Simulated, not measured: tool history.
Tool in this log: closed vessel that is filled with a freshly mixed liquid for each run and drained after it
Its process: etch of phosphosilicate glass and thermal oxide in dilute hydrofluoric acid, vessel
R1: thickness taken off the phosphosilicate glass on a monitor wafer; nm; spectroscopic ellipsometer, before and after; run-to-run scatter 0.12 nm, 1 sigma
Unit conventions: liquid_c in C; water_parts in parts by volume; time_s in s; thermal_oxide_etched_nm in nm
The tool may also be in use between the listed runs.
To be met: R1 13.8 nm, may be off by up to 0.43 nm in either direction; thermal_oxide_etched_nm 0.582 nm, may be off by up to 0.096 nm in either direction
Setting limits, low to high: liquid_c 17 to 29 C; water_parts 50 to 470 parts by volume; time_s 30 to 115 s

{"run": 1, "hour": 0.0, "liquid_c": 21, "water_parts": 260, "time_s": 60, "R1": 19.342, "thermal_oxide_etched_nm": 0.78118}
{"run": 2, "hour": 8.2, "liquid_c": 21, "water_parts": 315, "time_s": 60, "R1": 15.558, "thermal_oxide_etched_nm": 0.64032}
{"run": 3, "hour": 12.1, "liquid_c": 21, "water_parts": 315, "time_s": 85, "R1": 21.729, "thermal_oxide_etched_nm": 0.90154}
{"run": 4, "hour": 19.3, "liquid_c": 20, "water_parts": 335, "time_s": 85, "R1": 19.108, "thermal_oxide_etched_nm": 0.76439}
{"run": 5, "hour": 26.4, "liquid_c": 19.5, "water_parts": 350, "time_s": 85, "R1": 17.895, "thermal_oxide_etched_nm": 0.78194}
{"run": 6, "hour": 34.4, "liquid_c": 19.5, "water_parts": 365, "time_s": 85, "R1": 16.689, "thermal_oxide_etched_nm": 0.73582}
{"run": 7, "hour": 37.8, "liquid_c": 19.5, "water_parts": 375, "time_s": 85, "R1": 16.464, "thermal_oxide_etched_nm": 0.66268}
{"run": 8, "hour": 40.8, "liquid_c": 19.5, "water_parts": 375, "time_s": 85, "R1": 16.324, "thermal_oxide_etched_nm": 0.73728}
{"run": 9, "hour": 42.8, "liquid_c": 19, "water_parts": 380, "time_s": 85, "R1": 15.783, "thermal_oxide_etched_nm": 0.66751}
{"run": 10, "hour": 43.7, "liquid_c": 18.5, "water_parts": 385, "time_s": 85, "R1": 15.241, "thermal_oxide_etched_nm": 0.58607}
{"run": 11, "hour": 53.0, "liquid_c": 19, "water_parts": 395, "time_s": 85, "R1": 15.003, "thermal_oxide_etched_nm": 0.64568}

Next run, 4 choices. One meets every target within its allowed miss, the rest don't. Which?
{"run": "A", "hour": 62.3, "liquid_c": 22, "water_parts": 390, "time_s": 65, "R1": "?", "thermal_oxide_etched_nm": "?"}
{"run": "B", "hour": 62.3, "liquid_c": 17, "water_parts": 345, "time_s": 70, "R1": "?", "thermal_oxide_etched_nm": "?"}
{"run": "C", "hour": 62.3, "liquid_c": 18.5, "water_parts": 455, "time_s": 90, "R1": "?", "thermal_oxide_etched_nm": "?"}
{"run": "D", "hour": 62.3, "liquid_c": 18.5, "water_parts": 440, "time_s": 85, "R1": "?", "thermal_oxide_etched_nm": "?"}

move=A R1=12.901 thermal_oxide_etched_nm=0.58101
move=B R1=13.657 thermal_oxide_etched_nm=0.61505
move=C R1=12.88 thermal_oxide_etched_nm=0.58009
move=D R1=12.727 thermal_oxide_etched_nm=0.57317
A: the result that was furthest off in the last run now lies on the other side of its target
B: every result lands within tolerance
C: the result that was furthest off in the last run now lies on the other side of its target
D: the result that was furthest off in the last run now lies on the other side of its target
Correct choice: B, which meets every target
